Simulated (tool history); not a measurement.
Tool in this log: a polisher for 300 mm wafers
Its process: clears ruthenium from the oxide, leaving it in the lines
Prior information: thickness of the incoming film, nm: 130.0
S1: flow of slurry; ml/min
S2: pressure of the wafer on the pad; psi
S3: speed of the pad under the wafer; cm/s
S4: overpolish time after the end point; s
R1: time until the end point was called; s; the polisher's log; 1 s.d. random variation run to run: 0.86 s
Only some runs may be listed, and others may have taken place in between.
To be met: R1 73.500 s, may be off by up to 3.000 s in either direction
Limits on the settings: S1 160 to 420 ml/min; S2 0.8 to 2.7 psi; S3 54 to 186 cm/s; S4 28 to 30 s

run	day	S1	S2	S3	S4	R1
1	0.000	270	1.7	118	28	118.180
2	0.129	315	1.7	118	28	117.790
3	0.171	315	1.7	118	30	117.140
4	0.429	375	1.7	118	30	115.770
5	0.479	375	1.9	120	30	102.650
6	0.788	375	1.6	120	30	121.720
7	0.900	375	2.1	124	30	91.048
8	1.058	375	2.2	124	30	90.357
9	1.096	375	2.2	124	30	86.283
10	1.458	375	2.5	126	30	75.661

Exactly one of the 4 candidate moves below puts every result within its allowed miss. Which one?
A	1.821	390	2.3	172	28	?
B	1.821	385	2.6	128	28	?
C	1.821	370	2.3	134	30	?
D	1.821	355	2.7	104	29	?

move	R1
A	65.012
B	70.944
C	77.790
D	78.611
A: carries the result that was furthest off beyond its target, to the other side
B: all results land within tolerance of their targets
C: its largest miss is bigger than the last run's
D: its largest miss is bigger than the last run's
Correct choice: B, which meets every target
